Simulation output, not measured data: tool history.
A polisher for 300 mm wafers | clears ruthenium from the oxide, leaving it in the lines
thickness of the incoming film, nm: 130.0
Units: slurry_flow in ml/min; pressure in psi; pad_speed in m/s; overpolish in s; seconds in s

run  hour  slurry_flow  pressure  pad_speed  overpolish  seconds
  1   0.0          240       1.8       0.86          28  167.480
  2   4.8          180       1.8       0.86          28  175.050
  3   8.3          180       1.9       0.88          28  163.410
  4  12.4          180       2.0       0.90          28  147.840
  5  19.3          180       2.1       0.90          28  143.430
  6  20.4          180       2.2       0.92          28  136.710
  7  28.8          180       2.3       0.94          28  125.800
  8  37.7          180       2.4       0.96          28  115.150
     43.2  -- slurry nozzle cleaned
  9  43.2          180       2.4       0.96          28  115.050

Run 10 comes next. What will it give?
 10  51.9          180       2.8       0.98          28        ?

Run 10 gave seconds 97.143 s.
